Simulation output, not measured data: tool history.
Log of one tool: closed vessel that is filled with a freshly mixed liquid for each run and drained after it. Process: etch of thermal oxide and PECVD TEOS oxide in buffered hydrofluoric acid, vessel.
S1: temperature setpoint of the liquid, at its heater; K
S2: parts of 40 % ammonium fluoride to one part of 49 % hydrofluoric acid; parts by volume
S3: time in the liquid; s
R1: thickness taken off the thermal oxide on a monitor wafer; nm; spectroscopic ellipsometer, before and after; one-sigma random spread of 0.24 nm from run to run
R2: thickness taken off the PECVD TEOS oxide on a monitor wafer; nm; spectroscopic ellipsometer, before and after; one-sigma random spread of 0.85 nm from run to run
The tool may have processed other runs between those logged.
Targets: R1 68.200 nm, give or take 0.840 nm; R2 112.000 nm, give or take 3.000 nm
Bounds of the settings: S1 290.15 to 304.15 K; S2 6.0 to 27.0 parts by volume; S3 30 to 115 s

{"run": 1, "hour": 0.0, "S1": 296.15, "S2": 16.5, "S3": 60, "R1": 42.088, "R2": 70.298}
{"run": 2, "hour": 2.1, "S1": 296.15, "S2": 12.0, "S3": 60, "R1": 58.049, "R2": 95.499}
{"run": 3, "hour": 9.2, "S1": 293.65, "S2": 12.0, "S3": 60, "R1": 50.747, "R2": 83.662}
{"run": 4, "hour": 16.0, "S1": 294.65, "S2": 12.0, "S3": 60, "R1": 53.278, "R2": 87.441}
{"run": 5, "hour": 16.7, "S1": 294.65, "S2": 16.5, "S3": 60, "R1": 38.828, "R2": 64.142}
{"run": 6, "hour": 22.1, "S1": 294.65, "S2": 18.5, "S3": 60, "R1": 34.6, "R2": 57.597}
{"run": 7, "hour": 24.6, "S1": 296.65, "S2": 18.0, "S3": 60, "R1": 40.241, "R2": 65.854}
{"run": 8, "hour": 29.8, "S1": 298.15, "S2": 17.5, "S3": 60, "R1": 44.401, "R2": 72.855}
{"run": 9, "hour": 38.8, "S1": 299.15, "S2": 17.0, "S3": 60, "R1": 48.193, "R2": 80.079}
{"run": 10, "hour": 41.8, "S1": 300.15, "S2": 16.5, "S3": 60, "R1": 52.539, "R2": 87.487}
{"run": 11, "hour": 46.1, "S1": 301.15, "S2": 16.5, "S3": 60, "R1": 55.217, "R2": 92.527}
{"run": 12, "hour": 50.9, "S1": 301.65, "S2": 16.5, "S3": 60, "R1": 56.904, "R2": 93.456}
{"run": 13, "hour": 58.9, "S1": 302.15, "S2": 16.5, "S3": 60, "R1": 58.405, "R2": 95.306}
{"run": 14, "hour": 62.6, "S1": 302.65, "S2": 16.5, "S3": 60, "R1": 60.176, "R2": 100.47}
{"run": 15, "hour": 66.8, "S1": 303.15, "S2": 16.5, "S3": 60, "R1": 61.395, "R2": 100.18}
{"run": 16, "hour": 69.4, "S1": 304.15, "S2": 15.0, "S3": 60, "R1": 71.284, "R2": 119.14}
{"run": 17, "hour": 71.6, "S1": 303.65, "S2": 15.0, "S3": 60, "R1": 69.536, "R2": 113.97}

Which one of the following 5 next-run settings gets every result inside its allowed miss? There is exactly one.
{"run": "A", "hour": 73.8, "S1": 304.15, "S2": 16.5, "S3": 65, "R1": "?", "R2": "?"}
{"run": "B", "hour": 73.8, "S1": 302.65, "S2": 17.0, "S3": 70, "R1": "?", "R2": "?"}
{"run": "C", "hour": 73.8, "S1": 303.65, "S2": 13.5, "S3": 55, "R1": "?", "R2": "?"}
{"run": "D", "hour": 73.8, "S1": 303.65, "S2": 18.5, "S3": 75, "R1": "?", "R2": "?"}
{"run": "E", "hour": 73.8, "S1": 303.65, "S2": 20.0, "S3": 80, "R1": "?", "R2": "?"}

move=A R1=70.020 R2=115.600
move=B R1=67.676 R2=111.730
move=C R1=70.255 R2=115.980
move=D R1=70.341 R2=116.130
move=E R1=69.499 R2=114.740
A: further off than the last run
B: hits every target within its allowed miss
C: further off than the last run
D: further off than the last run
E: as far off as the last run
Move B is the one to make.

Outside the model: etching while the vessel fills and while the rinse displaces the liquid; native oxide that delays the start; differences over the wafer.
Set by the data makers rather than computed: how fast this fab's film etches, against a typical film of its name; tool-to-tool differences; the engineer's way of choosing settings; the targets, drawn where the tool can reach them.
